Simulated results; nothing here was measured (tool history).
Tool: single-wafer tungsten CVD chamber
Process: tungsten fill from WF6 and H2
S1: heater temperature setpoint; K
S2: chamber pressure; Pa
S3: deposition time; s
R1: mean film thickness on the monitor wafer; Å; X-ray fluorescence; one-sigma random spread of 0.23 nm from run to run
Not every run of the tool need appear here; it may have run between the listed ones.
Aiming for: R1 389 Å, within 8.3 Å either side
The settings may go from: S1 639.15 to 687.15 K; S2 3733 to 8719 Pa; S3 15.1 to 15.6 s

run    day      S1    S2    S3      R1
  1      0  663.15  6226  15.1   454.5
  2  0.267  673.15  6226  15.1  538.24
  3   0.45  669.15  6199  15.1  503.37
  4  0.742  669.15  5773  15.1  477.42
  5  0.829  667.15  5760  15.1  458.27
  6  1.183  665.15  5746  15.1  445.54
  7  1.462  663.15  5733  15.1  432.79
  8  1.771  662.15  5720  15.1  417.44
  9  1.988  661.15  5720  15.1  418.53
 10  2.075  656.15  5693  15.1  378.82

5 next moves are on the table. One of them brings every result within its allowed miss. Which?
  A  2.162  658.15  5773  15.6   ?
  B  2.162  660.15  5186  15.3   ?
  C  2.162  654.15  5800  15.1   ?
  D  2.162  658.15  5120  15.1   ?
  E  2.162  667.15  4413  15.6   ?

move      R1
   A  405.56
   B  385.87
   C  365.42
   D  363.98
   E  400.46
A: takes the result that was furthest off past its target
B: hits every target within its allowed miss
C: misses by more than the last run did
D: misses by more than the last run did
E: takes the result that was furthest off past its target
Answer: B
